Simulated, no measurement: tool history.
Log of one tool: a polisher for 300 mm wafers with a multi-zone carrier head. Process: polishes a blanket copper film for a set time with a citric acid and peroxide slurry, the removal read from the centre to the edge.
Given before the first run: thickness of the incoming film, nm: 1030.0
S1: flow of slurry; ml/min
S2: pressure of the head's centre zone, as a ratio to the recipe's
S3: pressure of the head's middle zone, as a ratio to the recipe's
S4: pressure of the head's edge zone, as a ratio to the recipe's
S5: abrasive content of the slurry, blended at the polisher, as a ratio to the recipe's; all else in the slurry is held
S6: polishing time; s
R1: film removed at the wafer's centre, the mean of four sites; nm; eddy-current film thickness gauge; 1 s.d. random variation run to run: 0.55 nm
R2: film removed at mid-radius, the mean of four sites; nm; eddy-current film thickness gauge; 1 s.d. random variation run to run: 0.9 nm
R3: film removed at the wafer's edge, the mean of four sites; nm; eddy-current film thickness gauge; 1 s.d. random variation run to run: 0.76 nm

| run | hour | S1 | S2 | S3 | S4 | S5 | S6 | R1 | R2 | R3 |
|---|---|---|---|---|---|---|---|---|---|---|
| 1 | 0.0 | 185 | 1.00 | 1.00 | 1.00 | 1.00 | 62 | 117.21 | 116.940 | 114.100 |
| 2 | 4.1 | 180 | 1.00 | 0.97 | 1.00 | 0.95 | 60 | 112.02 | 108.560 | 108.860 |
| 3 | 5.4 | 175 | 1.00 | 0.94 | 1.00 | 0.90 | 58 | 107.27 | 103.330 | 104.510 |
| 4 | 10.1 | 175 | 1.08 | 0.94 | 1.00 | 0.90 | 58 | 114.99 | 103.400 | 104.060 |
| 5 | 15.8 | 175 | 1.08 | 1.02 | 1.00 | 0.90 | 58 | 113.46 | 110.090 | 105.170 |
| 6 | 24.6 | 150 | 1.08 | 1.02 | 1.00 | 0.90 | 58 | 112.00 | 109.620 | 102.830 |
|  | 33.0 | edge zone pressure recalibrated |
| 7 | 33.0 | 165 | 1.07 | 0.99 | 1.01 | 0.85 | 55 | 106.06 | 99.849 | 104.120 |

Run 8 is up next; what results do you expect?
| 8 | 40.2 | 170 | 1.07 | 0.97 | 0.99 | 0.80 | 53 | ? | ? | ? |

Run 8 produced R1 100.64 nm, R2 93.820 nm, R3 95.047 nm.
